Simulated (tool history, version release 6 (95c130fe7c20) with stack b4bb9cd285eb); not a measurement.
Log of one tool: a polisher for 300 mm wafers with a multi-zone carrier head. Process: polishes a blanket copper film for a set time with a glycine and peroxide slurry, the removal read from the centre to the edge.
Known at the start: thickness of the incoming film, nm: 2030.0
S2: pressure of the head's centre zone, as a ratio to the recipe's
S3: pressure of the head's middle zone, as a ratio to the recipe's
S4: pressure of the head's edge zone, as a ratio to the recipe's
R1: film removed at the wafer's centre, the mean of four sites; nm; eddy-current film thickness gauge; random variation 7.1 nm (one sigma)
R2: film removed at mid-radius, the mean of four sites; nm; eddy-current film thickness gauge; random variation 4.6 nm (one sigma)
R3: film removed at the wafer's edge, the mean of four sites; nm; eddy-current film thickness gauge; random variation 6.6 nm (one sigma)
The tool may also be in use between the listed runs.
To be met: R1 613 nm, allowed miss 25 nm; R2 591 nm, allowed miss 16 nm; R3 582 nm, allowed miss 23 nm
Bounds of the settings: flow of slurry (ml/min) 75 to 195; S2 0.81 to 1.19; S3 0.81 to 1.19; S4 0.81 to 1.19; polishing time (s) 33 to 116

Run 1, hour 0: flow of slurry (ml/min) 125, S2 1, S3 1, S4 1, polishing time (s) 74. Result: R1 419.22 nm, R2 420.27 nm, R3 428.67 nm.
Run 2, hour 4.2: flow of slurry (ml/min) 135, S2 1.02, S3 1.02, S4 1.03, polishing time (s) 77. Result: R1 447.4 nm, R2 448.26 nm, R3 458.88 nm.
Run 3, hour 11.7: flow of slurry (ml/min) 135, S2 1.1, S3 1.02, S4 1.03, polishing time (s) 77. Result: R1 479.28 nm, R2 450.49 nm, R3 457.17 nm.
Run 4, hour 14.1: flow of slurry (ml/min) 145, S2 1.11, S3 1.04, S4 1.05, polishing time (s) 79. Result: R1 498.82 nm, R2 469.69 nm, R3 477.89 nm.
Run 5, hour 20.1: flow of slurry (ml/min) 150, S2 1.12, S3 1.06, S4 1.06, polishing time (s) 81. Result: R1 523.8 nm, R2 493.95 nm, R3 494.53 nm.
Run 6, hour 25.4: flow of slurry (ml/min) 155, S2 1.13, S3 1.07, S4 1.08, polishing time (s) 83. Result: R1 550.39 nm, R2 510.21 nm, R3 508.11 nm.
Run 7, hour 27.9: flow of slurry (ml/min) 160, S2 1.12, S3 1.08, S4 1.09, polishing time (s) 85. Result: R1 554.05 nm, R2 527.41 nm, R3 539.47 nm.
Run 8, hour 32.6: flow of slurry (ml/min) 160, S2 1.12, S3 1.08, S4 1.09, polishing time (s) 85. Result: R1 564.16 nm, R2 536.3 nm, R3 533.41 nm.
Run 9, hour 38: flow of slurry (ml/min) 165, S2 1.12, S3 1.09, S4 1.1, polishing time (s) 86. Result: R1 574.93 nm, R2 543.48 nm, R3 557.71 nm.
Run 10, hour 39.1: flow of slurry (ml/min) 170, S2 1.12, S3 1.1, S4 1.1, polishing time (s) 86. Result: R1 577.53 nm, R2 558.29 nm, R3 553.58 nm.
Run 11, hour 47.4: flow of slurry (ml/min) 170, S2 1.12, S3 1.1, S4 1.1, polishing time (s) 86. Result: R1 578.17 nm, R2 549.76 nm, R3 557.25 nm.
Run 12, hour 54.2: flow of slurry (ml/min) 175, S2 1.12, S3 1.11, S4 1.1, polishing time (s) 86. Result: R1 576.47 nm, R2 558.5 nm, R3 549.84 nm.
Run 13, hour 62.1: flow of slurry (ml/min) 175, S2 1.13, S3 1.12, S4 1.11, polishing time (s) 86. Result: R1 584 nm, R2 552.71 nm, R3 549.93 nm.

Which of these 5 next moves meets every target?
Run A, hour 70: flow of slurry (ml/min) 160, S2 1.03, S3 1.12, S4 1.1, polishing time (s) 91. Result: R1 ?, R2 ?, R3 ?.
Run B, hour 70: flow of slurry (ml/min) 180, S2 1.06, S3 1.1, S4 1.14, polishing time (s) 96. Result: R1 ?, R2 ?, R3 ?.
Run C, hour 70: flow of slurry (ml/min) 195, S2 1.17, S3 1.16, S4 1.19, polishing time (s) 86. Result: R1 ?, R2 ?, R3 ?.
Run D, hour 70: flow of slurry (ml/min) 195, S2 1.1, S3 1.01, S4 1.19, polishing time (s) 91. Result: R1 ?, R2 ?, R3 ?.
Run E, hour 70: flow of slurry (ml/min) 160, S2 1.07, S3 1.12, S4 1.13, polishing time (s) 90. Result: R1 ?, R2 ?, R3 ?.

move      R1      R2      R3
   A  551.36  586.39  579.35
   B  610.67  621.97  631.66
   C  608.03  588.06  583.45
   D  606.98  558.08  618.51
   E  564.83  579.81  580.89
A: brings the result that was furthest off to its target, and leaves another outside
B: takes the result that was furthest off past its target
C: meets every target
D: nearer than the last run, and not there yet
E: brings the result that was furthest off to its target, and leaves another outside
The right move is C.
